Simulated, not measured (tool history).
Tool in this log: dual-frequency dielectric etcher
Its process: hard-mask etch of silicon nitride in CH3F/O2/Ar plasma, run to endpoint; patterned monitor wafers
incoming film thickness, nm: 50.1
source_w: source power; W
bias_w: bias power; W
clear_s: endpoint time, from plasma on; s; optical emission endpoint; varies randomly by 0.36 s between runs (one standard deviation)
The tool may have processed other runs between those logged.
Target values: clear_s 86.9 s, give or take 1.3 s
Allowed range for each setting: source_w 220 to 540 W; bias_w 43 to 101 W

run 1 hour=0 | source_w=380 bias_w=72 | clear_s=73.706
run 2 hour=7.9 | source_w=380 bias_w=81 | clear_s=70.655
run 3 hour=14.3 | source_w=340 bias_w=81 | clear_s=73.787
run 4 hour=23 | source_w=320 bias_w=80 | clear_s=75.918
run 5 hour=27.1 | source_w=320 bias_w=72 | clear_s=79.704
run 6 hour=30.7 | source_w=310 bias_w=72 | clear_s=79.714
run 7 hour=36.4 | source_w=230 bias_w=67 | clear_s=94.582
run 8 hour=40.3 | source_w=240 bias_w=67 | clear_s=92.946
-- hour=47.8 bias power generator calibrated
run 9 hour=47.8 | source_w=250 bias_w=67 | clear_s=92.124
run 10 hour=50.1 | source_w=310 bias_w=68 | clear_s=83.116

Which one of the following 4 next-run settings gets every result inside its allowed miss? There is exactly one.
run A hour=52.4 | source_w=330 bias_w=66 | clear_s=?
run B hour=52.4 | source_w=330 bias_w=67 | clear_s=?
run C hour=52.4 | source_w=270 bias_w=71 | clear_s=?
run D hour=52.4 | source_w=340 bias_w=69 | clear_s=?

move=A clear_s=80.784
move=B clear_s=80.353
move=C clear_s=86.256
move=D clear_s=78.456
A: lands further from the targets than the last run did
B: lands further from the targets than the last run did
C: all results land within tolerance of their targets
D: lands further from the targets than the last run did
Answer: C

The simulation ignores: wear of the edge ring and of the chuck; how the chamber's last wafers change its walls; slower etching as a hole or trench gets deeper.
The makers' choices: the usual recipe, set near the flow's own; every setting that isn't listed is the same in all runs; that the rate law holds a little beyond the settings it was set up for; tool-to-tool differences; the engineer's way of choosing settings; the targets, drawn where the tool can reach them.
